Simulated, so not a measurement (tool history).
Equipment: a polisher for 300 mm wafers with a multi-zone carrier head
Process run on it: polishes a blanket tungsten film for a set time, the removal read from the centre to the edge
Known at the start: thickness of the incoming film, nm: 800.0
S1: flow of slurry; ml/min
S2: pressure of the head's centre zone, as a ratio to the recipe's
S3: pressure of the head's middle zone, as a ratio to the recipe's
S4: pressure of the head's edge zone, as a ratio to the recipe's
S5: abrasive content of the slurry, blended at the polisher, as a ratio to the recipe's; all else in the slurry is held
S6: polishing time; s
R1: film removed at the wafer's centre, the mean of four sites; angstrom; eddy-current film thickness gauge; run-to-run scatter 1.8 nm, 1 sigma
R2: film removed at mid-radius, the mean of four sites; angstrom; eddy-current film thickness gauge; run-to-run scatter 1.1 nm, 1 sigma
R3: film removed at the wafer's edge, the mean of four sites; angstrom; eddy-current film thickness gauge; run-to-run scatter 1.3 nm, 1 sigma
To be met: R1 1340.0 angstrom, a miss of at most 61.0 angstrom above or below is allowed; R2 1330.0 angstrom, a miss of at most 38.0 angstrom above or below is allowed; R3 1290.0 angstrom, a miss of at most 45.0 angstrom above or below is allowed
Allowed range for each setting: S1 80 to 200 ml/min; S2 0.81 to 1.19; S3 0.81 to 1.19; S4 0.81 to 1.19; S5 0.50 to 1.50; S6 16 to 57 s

Run 1, day 0.000: S1 130 ml/min, S2 1.00, S3 1.00, S4 1.00, S5 1.00, S6 36 s. Result: R1 2315.6 angstrom, R2 2319.3 angstrom, R3 2341.1 angstrom.
Run 2, day 0.104: S1 125 ml/min, S2 1.00, S3 0.99, S4 0.97, S5 0.90, S6 34 s. Result: R1 2093.3 angstrom, R2 2131.6 angstrom, R3 2074.7 angstrom.
Run 3, day 0.321: S1 125 ml/min, S2 1.00, S3 0.99, S4 1.02, S5 0.90, S6 34 s. Result: R1 2140.6 angstrom, R2 2150.7 angstrom, R3 2137.0 angstrom.
Run 4, day 0.408: S1 120 ml/min, S2 0.99, S3 0.96, S4 1.00, S5 0.85, S6 32 s. Result: R1 1919.0 angstrom, R2 1921.9 angstrom, R3 1985.4 angstrom.
Run 5, day 0.475: S1 120 ml/min, S2 0.99, S3 0.96, S4 1.00, S5 1.00, S6 32 s. Result: R1 2064.1 angstrom, R2 1985.8 angstrom, R3 2125.3 angstrom.
Run 6, day 0.654: S1 120 ml/min, S2 0.99, S3 0.96, S4 0.95, S5 1.00, S6 32 s. Result: R1 2038.8 angstrom, R2 2009.7 angstrom, R3 1990.2 angstrom.
Run 7, day 0.792: S1 115 ml/min, S2 0.99, S3 0.94, S4 0.93, S5 0.90, S6 31 s. Result: R1 1879.3 angstrom, R2 1814.3 angstrom, R3 1880.2 angstrom.
Run 8, day 0.879: S1 115 ml/min, S2 0.99, S3 0.94, S4 0.93, S5 0.90, S6 31 s. Result: R1 1894.5 angstrom, R2 1836.7 angstrom, R3 1910.7 angstrom.
Run 9, day 0.933: S1 115 ml/min, S2 1.00, S3 0.94, S4 0.92, S5 0.85, S6 29 s. Result: R1 1759.6 angstrom, R2 1663.5 angstrom, R3 1702.3 angstrom.
Run 10, day 1.183: S1 110 ml/min, S2 1.00, S3 0.94, S4 0.90, S5 0.80, S6 29 s. Result: R1 1686.7 angstrom, R2 1649.4 angstrom, R3 1663.7 angstrom.
Run 11, day 1.204: S1 115 ml/min, S2 1.04, S3 0.93, S4 0.82, S5 0.55, S6 22 s. Result: R1 1201.6 angstrom, R2 1103.8 angstrom, R3 1091.0 angstrom.
Run 12, day 1.250: S1 120 ml/min, S2 1.03, S3 0.94, S4 0.84, S5 0.55, S6 22 s. Result: R1 1195.3 angstrom, R2 1122.2 angstrom, R3 1099.7 angstrom.
Run 13, day 1.379: S1 155 ml/min, S2 1.01, S3 0.99, S4 0.94, S5 0.80, S6 22 s. Result: R1 1382.9 angstrom, R2 1374.1 angstrom, R3 1324.3 angstrom.

Which single option among these 4 for the next run brings every result within its allowed miss of target? Just one does.
Run A, day 1.508: S1 175 ml/min, S2 1.04, S3 1.09, S4 0.98, S5 0.95, S6 20 s. Result: R1 ?, R2 ?, R3 ?.
Run B, day 1.508: S1 160 ml/min, S2 1.02, S3 1.01, S4 0.97, S5 0.75, S6 21 s. Result: R1 ?, R2 ?, R3 ?.
Run C, day 1.508: S1 155 ml/min, S2 0.97, S3 1.03, S4 1.00, S5 0.85, S6 22 s. Result: R1 ?, R2 ?, R3 ?.
Run D, day 1.508: S1 165 ml/min, S2 1.03, S3 0.91, S4 1.07, S5 0.60, S6 24 s. Result: R1 ?, R2 ?, R3 ?.

move      R1      R2      R3
   A  1404.5  1429.9  1325.7
   B  1327.6  1294.2  1280.6
   C  1368.3  1425.7  1406.0
   D  1433.5  1268.2  1426.9
A: its largest miss is bigger than the last run's
B: in spec on every target
C: its largest miss is bigger than the last run's
D: moves the result that the last run missed by most past its target, out the other side
So the answer is move B, the one that meets all the targets.
